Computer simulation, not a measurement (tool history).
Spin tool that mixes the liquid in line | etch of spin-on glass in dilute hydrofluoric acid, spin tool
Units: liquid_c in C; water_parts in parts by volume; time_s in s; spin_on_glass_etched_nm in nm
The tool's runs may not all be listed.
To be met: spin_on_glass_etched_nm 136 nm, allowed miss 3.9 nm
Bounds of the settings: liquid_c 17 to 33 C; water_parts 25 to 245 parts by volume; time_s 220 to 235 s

{"run": 1, "day": 0.0, "liquid_c": 25, "water_parts": 135, "time_s": 220, "spin_on_glass_etched_nm": 67.989}
{"run": 2, "day": 0.371, "liquid_c": 25, "water_parts": 135, "time_s": 235, "spin_on_glass_etched_nm": 73.577}
{"run": 3, "day": 0.404, "liquid_c": 25, "water_parts": 135, "time_s": 235, "spin_on_glass_etched_nm": 72.183}
{"run": 4, "day": 0.767, "liquid_c": 25, "water_parts": 135, "time_s": 235, "spin_on_glass_etched_nm": 72.764}
{"run": 5, "day": 1.096, "liquid_c": 25, "water_parts": 170, "time_s": 235, "spin_on_glass_etched_nm": 54.936}
{"run": 6, "day": 1.158, "liquid_c": 25, "water_parts": 135, "time_s": 235, "spin_on_glass_etched_nm": 72.14}
{"run": 7, "day": 1.375, "liquid_c": 27, "water_parts": 125, "time_s": 235, "spin_on_glass_etched_nm": 86.029}
{"day": 1.738, "done": "hydrofluoric acid flow meter replaced"}
{"run": 8, "day": 1.738, "liquid_c": 31, "water_parts": 95, "time_s": 235, "spin_on_glass_etched_nm": 155.9}
{"run": 9, "day": 2.1, "liquid_c": 30.5, "water_parts": 95, "time_s": 235, "spin_on_glass_etched_nm": 153.32}
{"run": 10, "day": 2.317, "liquid_c": 30, "water_parts": 95, "time_s": 235, "spin_on_glass_etched_nm": 151.68}
{"run": 11, "day": 2.6, "liquid_c": 29.5, "water_parts": 95, "time_s": 235, "spin_on_glass_etched_nm": 146.92}

5 next moves are on the table. One of them brings every result within its allowed miss. Which?
{"run": "A", "day": 2.883, "liquid_c": 29, "water_parts": 100, "time_s": 220, "spin_on_glass_etched_nm": "?"}
{"run": "B", "day": 2.883, "liquid_c": 30, "water_parts": 105, "time_s": 220, "spin_on_glass_etched_nm": "?"}
{"run": "C", "day": 2.883, "liquid_c": 26, "water_parts": 75, "time_s": 220, "spin_on_glass_etched_nm": "?"}
{"run": "D", "day": 2.883, "liquid_c": 30.5, "water_parts": 105, "time_s": 220, "spin_on_glass_etched_nm": "?"}
{"run": "E", "day": 2.883, "liquid_c": 31.5, "water_parts": 110, "time_s": 235, "spin_on_glass_etched_nm": "?"}

move=A spin_on_glass_etched_nm=128.37
move=B spin_on_glass_etched_nm=126.06
move=C spin_on_glass_etched_nm=157.64
move=D spin_on_glass_etched_nm=128.43
move=E spin_on_glass_etched_nm=134.9
A: takes the result that was furthest off past its target
B: takes the result that was furthest off past its target
C: further off than the last run
D: takes the result that was furthest off past its target
E: meets every target
Move E is the one to make.
